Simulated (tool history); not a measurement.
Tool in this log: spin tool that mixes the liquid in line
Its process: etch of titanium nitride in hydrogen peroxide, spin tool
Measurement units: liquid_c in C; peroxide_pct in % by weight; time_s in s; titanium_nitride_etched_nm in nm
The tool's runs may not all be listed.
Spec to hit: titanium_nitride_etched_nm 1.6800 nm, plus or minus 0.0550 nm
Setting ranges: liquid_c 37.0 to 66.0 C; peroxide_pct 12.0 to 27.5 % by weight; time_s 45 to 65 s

{"run": 1, "hour": 0.0, "liquid_c": 53.0, "peroxide_pct": 18.5, "time_s": 65, "titanium_nitride_etched_nm": 2.3839}
{"run": 2, "hour": 2.7, "liquid_c": 51.5, "peroxide_pct": 18.5, "time_s": 65, "titanium_nitride_etched_nm": 2.1079}
{"run": 3, "hour": 9.3, "liquid_c": 50.5, "peroxide_pct": 18.5, "time_s": 65, "titanium_nitride_etched_nm": 2.0}
{"run": 4, "hour": 18.1, "liquid_c": 50.5, "peroxide_pct": 17.0, "time_s": 65, "titanium_nitride_etched_nm": 1.8931}
{"run": 5, "hour": 23.8, "liquid_c": 55.5, "peroxide_pct": 17.0, "time_s": 65, "titanium_nitride_etched_nm": 2.7144}
{"run": 6, "hour": 30.6, "liquid_c": 53.5, "peroxide_pct": 17.0, "time_s": 65, "titanium_nitride_etched_nm": 2.3984}
{"run": 7, "hour": 39.3, "liquid_c": 52.0, "peroxide_pct": 17.0, "time_s": 65, "titanium_nitride_etched_nm": 2.1903}
{"run": 8, "hour": 44.5, "liquid_c": 51.0, "peroxide_pct": 17.0, "time_s": 65, "titanium_nitride_etched_nm": 2.0059}
{"run": 9, "hour": 48.9, "liquid_c": 50.5, "peroxide_pct": 17.0, "time_s": 65, "titanium_nitride_etched_nm": 1.9147}
{"run": 10, "hour": 51.5, "liquid_c": 50.0, "peroxide_pct": 17.0, "time_s": 65, "titanium_nitride_etched_nm": 1.896}
{"run": 11, "hour": 56.5, "liquid_c": 49.5, "peroxide_pct": 17.0, "time_s": 65, "titanium_nitride_etched_nm": 1.8093}
{"run": 12, "hour": 59.4, "liquid_c": 49.0, "peroxide_pct": 17.0, "time_s": 65, "titanium_nitride_etched_nm": 1.734}

4 candidate next runs follow, results not yet known. Just one meets every target within its allowed miss. Identify it.
{"run": "A", "hour": 62.3, "liquid_c": 49.5, "peroxide_pct": 17.5, "time_s": 65, "titanium_nitride_etched_nm": "?"}
{"run": "B", "hour": 62.3, "liquid_c": 48.5, "peroxide_pct": 18.0, "time_s": 65, "titanium_nitride_etched_nm": "?"}
{"run": "C", "hour": 62.3, "liquid_c": 49.0, "peroxide_pct": 19.5, "time_s": 65, "titanium_nitride_etched_nm": "?"}
{"run": "D", "hour": 62.3, "liquid_c": 55.0, "peroxide_pct": 19.5, "time_s": 45, "titanium_nitride_etched_nm": "?"}

move=A titanium_nitride_etched_nm=1.7962
move=B titanium_nitride_etched_nm=1.6803
move=C titanium_nitride_etched_nm=1.7726
move=D titanium_nitride_etched_nm=1.8830
A: its largest miss is bigger than the last run's
B: all results land within tolerance of their targets
C: its largest miss is bigger than the last run's
D: its largest miss is bigger than the last run's
The right move is B.
